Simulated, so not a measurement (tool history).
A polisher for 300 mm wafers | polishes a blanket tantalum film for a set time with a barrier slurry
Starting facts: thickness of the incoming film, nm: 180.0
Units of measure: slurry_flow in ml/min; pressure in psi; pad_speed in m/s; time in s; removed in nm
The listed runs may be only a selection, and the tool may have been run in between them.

run	hour	slurry_flow	pressure	pad_speed	slurry_solids	time	removed
1	0	260	1.8	0.76	1	36	39.833
2	6.8	260	1.8	0.76	0.85	36	37.726
3	11.7	260	1.8	0.76	0.85	36	37.164
4	17.1	260	1.8	0.88	0.85	36	42.736
5	23.7	260	1.7	0.88	0.85	36	41.405
6	26.2	260	1.7	1.02	0.85	36	48.198
7	27.7	260	1.6	1	0.85	36	45.186
8	36	260	1.5	0.98	0.85	36	41.755
9	41.5	260	1.4	0.96	0.85	36	39.453

Estimate the outcome of run 10 from the log above:
10	44.9	260	1.4	0.96	0.85	36	?

Run 10 gave removed 39.533 nm.
